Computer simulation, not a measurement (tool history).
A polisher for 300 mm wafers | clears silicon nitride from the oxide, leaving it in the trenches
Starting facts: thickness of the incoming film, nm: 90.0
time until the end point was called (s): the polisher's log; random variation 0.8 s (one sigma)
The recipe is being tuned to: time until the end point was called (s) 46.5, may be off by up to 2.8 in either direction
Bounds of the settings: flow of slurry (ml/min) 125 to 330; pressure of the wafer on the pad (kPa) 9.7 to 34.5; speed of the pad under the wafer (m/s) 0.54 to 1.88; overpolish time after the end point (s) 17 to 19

| run | hour | flow of slurry (ml/min) | pressure of the wafer on the pad (kPa) | speed of the pad under the wafer (m/s) | overpolish time after the end point (s) | time until the end point was called (s) |
|---|---|---|---|---|---|---|
| 1 | 0 | 210 | 22.1 | 1.2 | 17 | 60.279 |
| 2 | 2 | 210 | 22.8 | 1.2 | 17 | 58.933 |
| 3 | 3.5 | 210 | 26.2 | 1.2 | 17 | 52.515 |
| 4 | 8.5 | 210 | 26.9 | 1.2 | 17 | 52.551 |
| 5 | 17.3 | 210 | 27.6 | 1.2 | 17 | 51.329 |
| 6 | 19.1 | 210 | 27.6 | 1.06 | 17 | 58.817 |
| 7 | 22.8 | 210 | 28.3 | 1.06 | 17 | 55.068 |
| 8 | 26.9 | 210 | 28.3 | 1.06 | 17 | 56.118 |
| 9 | 32.5 | 210 | 29 | 1.06 | 17 | 54.302 |
| 10 | 36.8 | 210 | 32.4 | 1.08 | 17 | 50.68 |

Exercise: of the 5 proposed moves below, exactly one satisfies all targets within the stated allowed misses. Which move is it?
| A | 41.1 | 210 | 31.7 | 1.16 | 17 | ? |
| B | 41.1 | 195 | 34.5 | 1.32 | 19 | ? |
| C | 41.1 | 195 | 30.3 | 1.46 | 17 | ? |
| D | 41.1 | 170 | 33.8 | 1.02 | 18 | ? |
| E | 41.1 | 275 | 34.5 | 0.94 | 18 | ? |

| move | time until the end point was called (s) |
|---|---|
| A | 47.114 |
| B | 39.499 |
| C | 39.462 |
| D | 52.172 |
| E | 52.416 |
A: every result within its allowed miss
B: moves the result that the last run missed by most past its target, out the other side
C: moves the result that the last run missed by most past its target, out the other side
D: misses by more than the last run did
E: misses by more than the last run did
So the answer is move A, the one that meets all the targets.
